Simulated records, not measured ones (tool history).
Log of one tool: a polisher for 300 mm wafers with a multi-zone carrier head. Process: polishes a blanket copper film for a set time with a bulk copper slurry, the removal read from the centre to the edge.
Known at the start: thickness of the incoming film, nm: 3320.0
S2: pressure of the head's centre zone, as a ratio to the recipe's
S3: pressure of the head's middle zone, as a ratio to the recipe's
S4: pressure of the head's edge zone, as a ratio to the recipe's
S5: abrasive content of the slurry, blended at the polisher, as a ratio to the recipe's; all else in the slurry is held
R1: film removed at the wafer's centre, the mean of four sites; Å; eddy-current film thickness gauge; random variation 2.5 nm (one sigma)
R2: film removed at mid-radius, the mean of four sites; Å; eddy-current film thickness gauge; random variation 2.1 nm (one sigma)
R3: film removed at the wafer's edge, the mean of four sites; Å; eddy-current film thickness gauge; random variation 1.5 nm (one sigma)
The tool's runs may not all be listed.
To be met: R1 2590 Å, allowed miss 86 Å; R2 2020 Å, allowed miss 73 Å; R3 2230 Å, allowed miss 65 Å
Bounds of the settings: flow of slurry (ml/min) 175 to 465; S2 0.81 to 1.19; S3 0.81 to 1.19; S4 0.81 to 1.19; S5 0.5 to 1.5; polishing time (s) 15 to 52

Run 1, hour 0: flow of slurry (ml/min) 295, S2 1, S3 1, S4 1, S5 1, polishing time (s) 33. Result: R1 1780 Å, R2 1743.7 Å, R3 1794.1 Å.
Run 2, hour 2.2: flow of slurry (ml/min) 300, S2 1.02, S3 1, S4 1.01, S5 1.05, polishing time (s) 33. Result: R1 1815.3 Å, R2 1775.2 Å, R3 1829.9 Å.
Run 3, hour 4.1: flow of slurry (ml/min) 300, S2 1.02, S3 1, S4 1.01, S5 1.05, polishing time (s) 41. Result: R1 2271.5 Å, R2 2177.1 Å, R3 2273.6 Å.
Run 4, hour 11.5: flow of slurry (ml/min) 300, S2 1.02, S3 1, S4 1.08, S5 1.05, polishing time (s) 41. Result: R1 2303.4 Å, R2 2173.1 Å, R3 2361.5 Å.
Run 5, hour 14.3: flow of slurry (ml/min) 300, S2 1.04, S3 0.99, S4 1.07, S5 1.05, polishing time (s) 41. Result: R1 2337.1 Å, R2 2161 Å, R3 2334.8 Å.
Run 6, hour 22: flow of slurry (ml/min) 255, S2 1.04, S3 0.99, S4 1.07, S5 1.05, polishing time (s) 41. Result: R1 2242.3 Å, R2 2151.3 Å, R3 2315 Å.
Run 7, hour 24.2: flow of slurry (ml/min) 255, S2 1.04, S3 0.99, S4 1.07, S5 1.05, polishing time (s) 41. Result: R1 2278.9 Å, R2 2147.8 Å, R3 2331.4 Å.
Run 8, hour 32.7: flow of slurry (ml/min) 265, S2 1.05, S3 0.98, S4 1.06, S5 1.05, polishing time (s) 41. Result: R1 2365.5 Å, R2 2175.2 Å, R3 2315.1 Å.
Run 9, hour 38.6: flow of slurry (ml/min) 270, S2 1.05, S3 0.97, S4 1.06, S5 1.05, polishing time (s) 41. Result: R1 2322 Å, R2 2114.7 Å, R3 2322.8 Å.
Run 10, hour 45.9: flow of slurry (ml/min) 280, S2 1.06, S3 0.97, S4 1.05, S5 1.05, polishing time (s) 41. Result: R1 2338.8 Å, R2 2161.2 Å, R3 2317.7 Å.
Run 11, hour 49.6: flow of slurry (ml/min) 295, S2 1.08, S3 0.95, S4 1.05, S5 1, polishing time (s) 41. Result: R1 2375.8 Å, R2 2107 Å, R3 2279.7 Å.
Run 12, hour 56.9: flow of slurry (ml/min) 300, S2 1.09, S3 0.94, S4 1.05, S5 1, polishing time (s) 41. Result: R1 2401 Å, R2 2042.8 Å, R3 2289.2 Å.

4 next moves are on the table. One of them brings every result within its allowed miss. Which?
Run A, hour 64.2: flow of slurry (ml/min) 230, S2 0.98, S3 1.01, S4 1.15, S5 1.2, polishing time (s) 38. Result: R1 ?, R2 ?, R3 ?.
Run B, hour 64.2: flow of slurry (ml/min) 295, S2 1.04, S3 0.95, S4 1.03, S5 1, polishing time (s) 41. Result: R1 ?, R2 ?, R3 ?.
Run C, hour 64.2: flow of slurry (ml/min) 280, S2 1.14, S3 0.88, S4 1.04, S5 1.15, polishing time (s) 43. Result: R1 ?, R2 ?, R3 ?.
Run D, hour 64.2: flow of slurry (ml/min) 305, S2 1.19, S3 0.93, S4 1.04, S5 1.1, polishing time (s) 39. Result: R1 ?, R2 ?, R3 ?.

move      R1      R2      R3
   A  2031.3  2047.3  2282.3
   B  2288.1    2073  2273.9
   C  2705.5  2117.3  2469.9
   D  2557.4  1990.6  2228.3
A: further off than the last run
B: further off than the last run
C: takes the result that was furthest off past its target
D: meets every target
Answer: D
